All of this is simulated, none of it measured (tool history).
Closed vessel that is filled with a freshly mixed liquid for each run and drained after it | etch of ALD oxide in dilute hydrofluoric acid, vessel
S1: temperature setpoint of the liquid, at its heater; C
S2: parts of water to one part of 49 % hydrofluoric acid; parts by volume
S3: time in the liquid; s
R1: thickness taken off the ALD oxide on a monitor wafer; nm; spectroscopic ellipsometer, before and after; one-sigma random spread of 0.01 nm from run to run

Run 1, hour 0.0: S1 26.0 C, S2 240 parts by volume, S3 30 s. Result: R1 2.0567 nm.
Run 2, hour 2.6: S1 24.5 C, S2 240 parts by volume, S3 30 s. Result: R1 1.9522 nm.
Run 3, hour 11.1: S1 27.5 C, S2 240 parts by volume, S3 30 s. Result: R1 2.1537 nm.
Run 4, hour 19.6: S1 27.5 C, S2 240 parts by volume, S3 30 s. Result: R1 2.1729 nm.
Run 5, hour 26.3: S1 29.0 C, S2 240 parts by volume, S3 30 s. Result: R1 2.2679 nm.
Run 6, hour 28.1: S1 30.5 C, S2 240 parts by volume, S3 30 s. Result: R1 2.4001 nm.
Run 7, hour 30.1: S1 27.0 C, S2 260 parts by volume, S3 30 s. Result: R1 1.9140 nm.

Estimate the outcome of run 8 from the log above:
Run 8, hour 38.8: S1 24.5 C, S2 270 parts by volume, S3 30 s. Result: R1 ?.

R1: 1.6702 nm
